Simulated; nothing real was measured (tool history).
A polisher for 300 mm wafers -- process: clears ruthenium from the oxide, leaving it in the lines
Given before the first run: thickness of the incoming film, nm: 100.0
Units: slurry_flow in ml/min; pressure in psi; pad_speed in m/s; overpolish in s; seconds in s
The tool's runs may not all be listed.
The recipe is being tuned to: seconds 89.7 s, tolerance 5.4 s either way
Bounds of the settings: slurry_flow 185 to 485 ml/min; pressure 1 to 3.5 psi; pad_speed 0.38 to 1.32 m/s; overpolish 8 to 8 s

{"run": 1, "hour": 0.0, "slurry_flow": 310, "pressure": 2.2, "pad_speed": 0.84, "overpolish": 8, "seconds": 117.54}
{"run": 2, "hour": 0.8, "slurry_flow": 310, "pressure": 2.4, "pad_speed": 0.84, "overpolish": 8, "seconds": 104.25}
{"run": 3, "hour": 9.3, "slurry_flow": 310, "pressure": 2.4, "pad_speed": 0.84, "overpolish": 8, "seconds": 107.69}
{"run": 4, "hour": 11.0, "slurry_flow": 310, "pressure": 2.5, "pad_speed": 0.84, "overpolish": 8, "seconds": 105.03}
{"run": 5, "hour": 17.5, "slurry_flow": 310, "pressure": 2, "pad_speed": 0.84, "overpolish": 8, "seconds": 125.97}
{"run": 6, "hour": 19.9, "slurry_flow": 310, "pressure": 2.2, "pad_speed": 0.86, "overpolish": 8, "seconds": 114.22}
{"run": 7, "hour": 25.1, "slurry_flow": 310, "pressure": 2.4, "pad_speed": 0.86, "overpolish": 8, "seconds": 104.09}
{"run": 8, "hour": 31.0, "slurry_flow": 310, "pressure": 2.4, "pad_speed": 0.86, "overpolish": 8, "seconds": 104.81}
{"run": 9, "hour": 38.7, "slurry_flow": 310, "pressure": 2.5, "pad_speed": 0.86, "overpolish": 8, "seconds": 99.925}
{"run": 10, "hour": 44.7, "slurry_flow": 310, "pressure": 2.6, "pad_speed": 0.86, "overpolish": 8, "seconds": 97.242}

Of the 4 settings listed for the next run, only one would bring every result within its allowed miss of target. Which one?
{"run": "A", "hour": 50.7, "slurry_flow": 325, "pressure": 2.6, "pad_speed": 0.72, "overpolish": 8, "seconds": "?"}
{"run": "B", "hour": 50.7, "slurry_flow": 325, "pressure": 2.7, "pad_speed": 0.8, "overpolish": 8, "seconds": "?"}
{"run": "C", "hour": 50.7, "slurry_flow": 405, "pressure": 2.9, "pad_speed": 0.8, "overpolish": 8, "seconds": "?"}
{"run": "D", "hour": 50.7, "slurry_flow": 295, "pressure": 2.4, "pad_speed": 0.9, "overpolish": 8, "seconds": "?"}

move=A seconds=113.42
move=B seconds=99.018
move=C seconds=90.788
move=D seconds=100.14
A: moves away from the targets compared with the last run
B: moves away from the targets compared with the last run
C: each result inside its tolerance
D: moves away from the targets compared with the last run
Correct choice: C, which meets every target

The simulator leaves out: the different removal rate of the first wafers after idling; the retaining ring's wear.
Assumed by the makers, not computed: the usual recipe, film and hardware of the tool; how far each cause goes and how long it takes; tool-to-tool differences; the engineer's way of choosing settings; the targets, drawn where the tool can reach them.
